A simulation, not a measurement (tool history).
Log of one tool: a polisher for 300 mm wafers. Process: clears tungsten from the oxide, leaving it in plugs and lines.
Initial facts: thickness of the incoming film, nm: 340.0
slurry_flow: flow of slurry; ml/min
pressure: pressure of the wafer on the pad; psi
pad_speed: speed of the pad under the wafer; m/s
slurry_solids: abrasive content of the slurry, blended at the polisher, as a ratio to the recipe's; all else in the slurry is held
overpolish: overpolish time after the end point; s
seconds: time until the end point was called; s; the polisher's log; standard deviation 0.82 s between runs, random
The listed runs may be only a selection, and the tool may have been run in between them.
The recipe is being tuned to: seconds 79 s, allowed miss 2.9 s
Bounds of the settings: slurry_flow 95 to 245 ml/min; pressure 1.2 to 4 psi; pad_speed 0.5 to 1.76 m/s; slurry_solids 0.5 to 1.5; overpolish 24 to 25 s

Run 1, hour 0: slurry_flow 155 ml/min, pressure 2.6 psi, pad_speed 1.12 m/s, slurry_solids 1, overpolish 24 s. Result: seconds 98.391 s.
Run 2, hour 1.6: slurry_flow 155 ml/min, pressure 2.1 psi, pad_speed 1.12 m/s, slurry_solids 1, overpolish 24 s. Result: seconds 120.34 s.
Run 3, hour 5: slurry_flow 160 ml/min, pressure 2.4 psi, pad_speed 1.12 m/s, slurry_solids 1, overpolish 24 s. Result: seconds 106.5 s.
Run 4, hour 8.9: slurry_flow 125 ml/min, pressure 2.4 psi, pad_speed 1.12 m/s, slurry_solids 1, overpolish 24 s. Result: seconds 111.83 s.
Run 5, hour 11.6: slurry_flow 125 ml/min, pressure 1.9 psi, pad_speed 1.12 m/s, slurry_solids 1, overpolish 24 s. Result: seconds 136.42 s.
Run 6, hour 17.7: slurry_flow 140 ml/min, pressure 2.2 psi, pad_speed 1.12 m/s, slurry_solids 1, overpolish 24 s. Result: seconds 117.46 s.
Run 7, hour 23.3: slurry_flow 185 ml/min, pressure 2.9 psi, pad_speed 1.14 m/s, slurry_solids 1, overpolish 24 s. Result: seconds 87.146 s.
Run 8, hour 25.9: slurry_flow 185 ml/min, pressure 3 psi, pad_speed 1.14 m/s, slurry_solids 1, overpolish 24 s. Result: seconds 84.945 s.

Of the 4 settings listed for the next run, only one would bring every result within its allowed miss of target. Which one?
Run A, hour 28.5: slurry_flow 185 ml/min, pressure 3.1 psi, pad_speed 1.02 m/s, slurry_solids 0.9, overpolish 25 s. Result: seconds ?.
Run B, hour 28.5: slurry_flow 165 ml/min, pressure 3.4 psi, pad_speed 0.82 m/s, slurry_solids 1, overpolish 24 s. Result: seconds ?.
Run C, hour 28.5: slurry_flow 175 ml/min, pressure 3.1 psi, pad_speed 1.04 m/s, slurry_solids 0.8, overpolish 25 s. Result: seconds ?.
Run D, hour 28.5: slurry_flow 140 ml/min, pressure 3.8 psi, pad_speed 0.88 m/s, slurry_solids 1.4, overpolish 25 s. Result: seconds ?.

move  seconds
   A   90.746
   B   96.789
   C   92.102
   D   79.213
A: its largest miss is bigger than the last run's
B: its largest miss is bigger than the last run's
C: its largest miss is bigger than the last run's
D: every result lands within tolerance
The move that meets every target is D.

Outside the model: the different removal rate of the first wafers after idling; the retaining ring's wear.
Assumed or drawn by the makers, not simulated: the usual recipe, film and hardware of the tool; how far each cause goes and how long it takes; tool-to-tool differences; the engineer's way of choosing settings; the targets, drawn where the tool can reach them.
